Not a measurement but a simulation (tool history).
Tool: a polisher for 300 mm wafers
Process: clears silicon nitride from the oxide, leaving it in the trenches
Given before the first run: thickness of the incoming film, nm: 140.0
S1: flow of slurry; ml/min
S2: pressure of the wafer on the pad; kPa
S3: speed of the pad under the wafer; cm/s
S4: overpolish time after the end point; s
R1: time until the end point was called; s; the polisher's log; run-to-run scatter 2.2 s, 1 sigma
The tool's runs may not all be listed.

run 1 hour=0.0 | S1=185 S2=18.6 S3=122 S4=7 | R1=159.84
run 2 hour=3.4 | S1=185 S2=18.6 S3=122 S4=7 | R1=156.93
run 3 hour=11.8 | S1=160 S2=18.6 S3=122 S4=7 | R1=164.48
run 4 hour=12.9 | S1=160 S2=18.6 S3=122 S4=6 | R1=162.62
run 5 hour=19.9 | S1=155 S2=16.5 S3=122 S4=6 | R1=186.06
run 6 hour=24.4 | S1=155 S2=20.0 S3=122 S4=6 | R1=152.27
run 7 hour=29.9 | S1=150 S2=17.9 S3=122 S4=6 | R1=173.08

Run 8 is up next; what results do you expect?
run 8 hour=30.8 | S1=145 S2=16.5 S3=122 S4=6 | R1=?

R1: 186.73 s

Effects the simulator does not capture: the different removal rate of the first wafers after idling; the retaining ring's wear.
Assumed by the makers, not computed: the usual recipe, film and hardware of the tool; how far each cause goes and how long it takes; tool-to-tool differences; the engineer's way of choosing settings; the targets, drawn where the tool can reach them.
